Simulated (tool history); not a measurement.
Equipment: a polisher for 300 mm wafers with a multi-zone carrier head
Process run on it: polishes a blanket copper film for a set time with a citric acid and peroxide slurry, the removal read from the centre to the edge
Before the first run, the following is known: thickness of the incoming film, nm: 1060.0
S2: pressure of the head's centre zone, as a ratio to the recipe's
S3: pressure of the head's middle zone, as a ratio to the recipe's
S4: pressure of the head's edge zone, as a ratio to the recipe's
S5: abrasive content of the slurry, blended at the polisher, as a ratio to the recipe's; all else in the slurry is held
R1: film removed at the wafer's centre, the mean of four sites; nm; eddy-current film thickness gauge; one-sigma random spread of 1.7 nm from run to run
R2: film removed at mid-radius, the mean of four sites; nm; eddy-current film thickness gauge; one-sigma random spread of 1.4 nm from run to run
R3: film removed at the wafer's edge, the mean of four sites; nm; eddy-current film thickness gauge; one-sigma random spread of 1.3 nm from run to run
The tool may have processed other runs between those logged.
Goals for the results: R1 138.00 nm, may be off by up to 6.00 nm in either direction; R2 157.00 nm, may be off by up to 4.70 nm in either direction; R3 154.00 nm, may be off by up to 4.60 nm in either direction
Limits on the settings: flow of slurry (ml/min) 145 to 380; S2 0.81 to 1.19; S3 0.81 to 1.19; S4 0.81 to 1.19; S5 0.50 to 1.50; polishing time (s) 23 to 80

{"run": 1, "hour": 0.0, "flow of slurry (ml/min)": 245, "S2": 1.0, "S3": 1.0, "S4": 1.0, "S5": 1.0, "polishing time (s)": 51, "R1": 173.01, "R2": 172.4, "R3": 172.38}
{"run": 2, "hour": 0.9, "flow of slurry (ml/min)": 300, "S2": 1.0, "S3": 1.0, "S4": 1.0, "S5": 1.0, "polishing time (s)": 51, "R1": 173.68, "R2": 174.55, "R3": 173.99}
{"run": 3, "hour": 5.7, "flow of slurry (ml/min)": 300, "S2": 0.98, "S3": 0.99, "S4": 0.99, "S5": 0.95, "polishing time (s)": 51, "R1": 172.2, "R2": 167.15, "R3": 170.76}
{"run": 4, "hour": 8.1, "flow of slurry (ml/min)": 340, "S2": 0.98, "S3": 0.99, "S4": 0.99, "S5": 0.95, "polishing time (s)": 51, "R1": 173.12, "R2": 171.99, "R3": 174.25}
{"run": 5, "hour": 13.4, "flow of slurry (ml/min)": 340, "S2": 0.98, "S3": 0.99, "S4": 0.92, "S5": 0.95, "polishing time (s)": 51, "R1": 178.8, "R2": 172.7, "R3": 165.67}
{"run": 6, "hour": 16.1, "flow of slurry (ml/min)": 335, "S2": 0.96, "S3": 0.99, "S4": 0.92, "S5": 0.95, "polishing time (s)": 51, "R1": 170.06, "R2": 171.71, "R3": 169.38}
{"run": 7, "hour": 16.7, "flow of slurry (ml/min)": 330, "S2": 0.95, "S3": 0.99, "S4": 0.91, "S5": 0.9, "polishing time (s)": 51, "R1": 163.32, "R2": 169.04, "R3": 165.66}
{"run": 8, "hour": 21.6, "flow of slurry (ml/min)": 325, "S2": 0.94, "S3": 0.99, "S4": 0.9, "S5": 0.9, "polishing time (s)": 51, "R1": 161.33, "R2": 168.95, "R3": 163.14}
{"run": 9, "hour": 28.8, "flow of slurry (ml/min)": 320, "S2": 0.93, "S3": 0.99, "S4": 0.89, "S5": 0.9, "polishing time (s)": 51, "R1": 160.76, "R2": 168.45, "R3": 163.77}
{"run": 10, "hour": 36.5, "flow of slurry (ml/min)": 315, "S2": 0.92, "S3": 0.99, "S4": 0.88, "S5": 0.9, "polishing time (s)": 51, "R1": 157.77, "R2": 169.8, "R3": 163.8}
{"run": 11, "hour": 44.0, "flow of slurry (ml/min)": 315, "S2": 0.91, "S3": 0.99, "S4": 0.87, "S5": 0.9, "polishing time (s)": 51, "R1": 156.39, "R2": 168.41, "R3": 161.4}

Consider the 5 candidate settings below. Which is the only one whose results all fall within their allowed miss of target?
{"run": "A", "hour": 51.5, "flow of slurry (ml/min)": 310, "S2": 0.81, "S3": 1.13, "S4": 0.91, "S5": 0.8, "polishing time (s)": 48, "R1": "?", "R2": "?", "R3": "?"}
{"run": "B", "hour": 51.5, "flow of slurry (ml/min)": 210, "S2": 0.87, "S3": 1.0, "S4": 0.88, "S5": 0.85, "polishing time (s)": 51, "R1": "?", "R2": "?", "R3": "?"}
{"run": "C", "hour": 51.5, "flow of slurry (ml/min)": 335, "S2": 0.91, "S3": 1.16, "S4": 0.82, "S5": 0.9, "polishing time (s)": 49, "R1": "?", "R2": "?", "R3": "?"}
{"run": "D", "hour": 51.5, "flow of slurry (ml/min)": 290, "S2": 1.11, "S3": 1.02, "S4": 0.85, "S5": 0.85, "polishing time (s)": 50, "R1": "?", "R2": "?", "R3": "?"}
{"run": "E", "hour": 51.5, "flow of slurry (ml/min)": 305, "S2": 0.84, "S3": 0.98, "S4": 0.87, "S5": 1.0, "polishing time (s)": 53, "R1": "?", "R2": "?", "R3": "?"}

move=A R1=124.52 R2=168.58 R3=146.74
move=B R1=137.71 R2=158.41 R3=152.69
move=C R1=150.21 R2=184.40 R3=152.46
move=D R1=180.38 R2=163.84 R3=152.57
move=E R1=153.25 R2=178.84 R3=172.53
A: pushes the last run's worst result past its target
B: all results in spec
C: misses by more than the last run did
D: misses by more than the last run did
E: misses by more than the last run did
Move B is the one to make.

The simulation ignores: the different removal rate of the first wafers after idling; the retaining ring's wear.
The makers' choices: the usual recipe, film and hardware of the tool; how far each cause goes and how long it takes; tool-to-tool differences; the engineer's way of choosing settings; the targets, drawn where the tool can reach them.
